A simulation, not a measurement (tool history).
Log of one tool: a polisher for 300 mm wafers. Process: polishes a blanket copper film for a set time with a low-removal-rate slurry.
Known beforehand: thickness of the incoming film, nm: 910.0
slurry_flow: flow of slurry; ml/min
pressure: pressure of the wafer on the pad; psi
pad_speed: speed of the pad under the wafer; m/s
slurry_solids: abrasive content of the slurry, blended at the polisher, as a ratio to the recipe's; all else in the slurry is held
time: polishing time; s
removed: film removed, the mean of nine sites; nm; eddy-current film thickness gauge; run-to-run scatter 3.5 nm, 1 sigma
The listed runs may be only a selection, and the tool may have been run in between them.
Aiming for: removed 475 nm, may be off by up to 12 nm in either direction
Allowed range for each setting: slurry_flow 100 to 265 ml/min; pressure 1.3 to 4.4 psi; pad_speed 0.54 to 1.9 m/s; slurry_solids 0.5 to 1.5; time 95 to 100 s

run	hour	slurry_flow	pressure	pad_speed	slurry_solids	time	removed
1	0	170	2.8	1.22	1	95	287.62
2	4.6	170	2.8	1.22	1.1	95	295.13
3	13.1	175	2.9	1.22	1.1	95	303.96
4	15.4	175	2.9	1	1.1	95	250.88
5	24.4	175	2.9	1	1.1	100	260.79
6	32.9	175	2.9	1	1.2	100	268.4
7	34.2	175	3.1	1	1.2	100	286.96
8	39.5	180	3.2	1	1.2	100	301.41
9	48.2	185	3.3	1	1.2	100	307.77
10	50.3	185	3.4	1	1.2	100	316.62
11	52.5	185	3.5	1.02	1.2	100	328.11
# hour 55.3: worn pad replaced by a new one
12	55.3	185	3.6	1.04	1.2	100	368.82
13	58.1	185	3.7	1.04	1.2	100	379.49
14	67.1	185	3.8	1.04	1.2	100	395.25
15	70.5	185	4.1	1.04	1.2	100	424.34
16	75.8	190	4.1	1.04	1.2	100	430.66
17	84.1	190	4.3	1.04	1.2	100	446.67

4 candidate next runs follow, results not yet known. Just one meets every target within its allowed miss. Identify it.
A	92.4	125	4.1	1.24	1.45	99	?
B	92.4	200	4.4	0.96	1.4	98	?
C	92.4	205	4.4	0.94	1.05	100	?
D	92.4	215	4.4	1.14	1.3	100	?

move	removed
A	479.75
B	430.77
C	410.95
D	516.99
A: in spec on every target
B: its largest miss is bigger than the last run's
C: its largest miss is bigger than the last run's
D: takes the result that was furthest off past its target
The move that meets every target is A.
